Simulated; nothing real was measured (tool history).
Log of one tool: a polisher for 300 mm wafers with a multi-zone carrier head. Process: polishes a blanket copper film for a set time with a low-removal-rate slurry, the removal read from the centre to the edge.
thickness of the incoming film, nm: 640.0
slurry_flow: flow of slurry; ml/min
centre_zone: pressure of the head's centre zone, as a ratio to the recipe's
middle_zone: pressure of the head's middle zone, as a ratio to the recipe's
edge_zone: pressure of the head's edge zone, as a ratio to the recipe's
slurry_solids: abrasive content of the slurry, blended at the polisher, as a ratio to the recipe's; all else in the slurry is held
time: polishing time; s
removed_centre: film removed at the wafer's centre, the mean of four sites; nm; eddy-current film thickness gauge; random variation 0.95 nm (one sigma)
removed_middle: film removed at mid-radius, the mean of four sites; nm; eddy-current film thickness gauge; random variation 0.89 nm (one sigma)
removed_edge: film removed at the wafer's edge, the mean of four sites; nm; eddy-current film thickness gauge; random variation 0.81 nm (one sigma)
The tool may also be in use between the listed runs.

run,hour,slurry_flow,centre_zone,middle_zone,edge_zone,slurry_solids,time,removed_centre,removed_middle,removed_edge
1,0,270,1,1,1,1,34,80.59,79.76,81.589
2,4.1,270,1.05,1,1,1,34,83.755,81.11,80.732
3,12.4,270,1.04,0.97,0.99,0.95,34,79.039,78.039,79.862
4,20.6,220,1.04,0.97,0.99,0.95,34,79.144,75.232,77.981
5,25.2,220,1.04,0.97,0.99,0.9,34,75.935,70.674,76.185
6,27.1,220,1.04,1.05,0.99,0.9,34,76.583,79.414,77.182
7,27.9,220,1.04,1.05,0.99,0.9,34,75.958,79.838,75.696
8,29.7,215,1.04,1.02,0.98,0.9,34,77.545,74.339,76.632
9,31.7,215,1.04,1.02,0.98,0.9,34,76.585,75.793,74.93

The next listed run, before its measurement:
10,38.1,205,1.01,0.92,0.99,0.7,33,?,?,?

removed_centre: 66.499 nm
removed_middle: 62.193 nm
removed_edge: 68.707 nm
